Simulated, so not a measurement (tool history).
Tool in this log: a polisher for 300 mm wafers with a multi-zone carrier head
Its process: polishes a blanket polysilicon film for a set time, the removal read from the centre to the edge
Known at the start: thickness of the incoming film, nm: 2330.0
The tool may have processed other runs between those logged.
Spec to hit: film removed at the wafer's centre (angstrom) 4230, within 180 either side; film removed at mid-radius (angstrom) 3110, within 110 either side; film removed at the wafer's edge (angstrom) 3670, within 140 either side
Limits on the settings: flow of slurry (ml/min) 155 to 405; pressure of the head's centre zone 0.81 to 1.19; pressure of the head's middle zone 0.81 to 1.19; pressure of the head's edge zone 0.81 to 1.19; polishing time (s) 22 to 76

| run | hour | flow of slurry (ml/min) | pressure of the head's centre zone | pressure of the head's middle zone | pressure of the head's edge zone | polishing time (s) | film removed at the wafer's centre (angstrom) | film removed at mid-radius (angstrom) | film removed at the wafer's edge (angstrom) |
|---|---|---|---|---|---|---|---|---|---|
| 1 | 0 | 260 | 1 | 1 | 1 | 49 | 4270.9 | 3768.7 | 3935.2 |
| 2 | 4.1 | 260 | 1 | 1 | 0.93 | 49 | 4179.3 | 3824.2 | 3758.5 |
| 3 | 7.4 | 255 | 1.01 | 0.97 | 0.93 | 49 | 4321.1 | 3672.4 | 3804.4 |
| 4 | 11 | 255 | 1.01 | 0.97 | 0.89 | 49 | 4235.3 | 3723.8 | 3723.1 |
| 5 | 13.8 | 255 | 1.01 | 0.97 | 0.83 | 49 | 4251.4 | 3651.1 | 3610.4 |
| 6 | 20.4 | 250 | 1.01 | 0.94 | 0.84 | 49 | 4251 | 3664.9 | 3621 |
|  | 21.1 | centre zone pressure recalibrated |
| 7 | 21.1 | 250 | 1.02 | 0.92 | 0.87 | 48 | 3849.9 | 3486.4 | 3604.3 |
| 8 | 27.1 | 250 | 1.05 | 0.93 | 0.9 | 47 | 3993.1 | 3414.2 | 3581.3 |
| 9 | 28.3 | 250 | 1.07 | 0.91 | 0.9 | 47 | 4032.7 | 3400.2 | 3515.7 |

Of the 5 settings listed for the next run, only one would bring every result within its allowed miss of target. Which one?
| A | 29.5 | 295 | 0.98 | 0.88 | 0.86 | 48 | ? | ? | ? |
| B | 29.5 | 255 | 1.06 | 0.88 | 0.9 | 50 | ? | ? | ? |
| C | 29.5 | 185 | 1.18 | 0.92 | 1.02 | 43 | ? | ? | ? |
| D | 29.5 | 265 | 1.12 | 0.81 | 0.9 | 53 | ? | ? | ? |
| E | 29.5 | 205 | 1.13 | 0.82 | 0.9 | 49 | ? | ? | ? |

| move | film removed at the wafer's centre (angstrom) | film removed at mid-radius (angstrom) | film removed at the wafer's edge (angstrom) |
|---|---|---|---|
| A | 3819.6 | 3392.3 | 3682.9 |
| B | 4228.4 | 3474.1 | 3861.9 |
| C | 3845 | 2954.5 | 3386.1 |
| D | 4759.5 | 3455.3 | 4111.8 |
| E | 4271.9 | 3115.8 | 3702.4 |
A: about as far from the targets as the last run
B: misses by more than the last run did
C: takes the result that was furthest off past its target
D: misses by more than the last run did
E: hits every target within its allowed miss
The right move is E.

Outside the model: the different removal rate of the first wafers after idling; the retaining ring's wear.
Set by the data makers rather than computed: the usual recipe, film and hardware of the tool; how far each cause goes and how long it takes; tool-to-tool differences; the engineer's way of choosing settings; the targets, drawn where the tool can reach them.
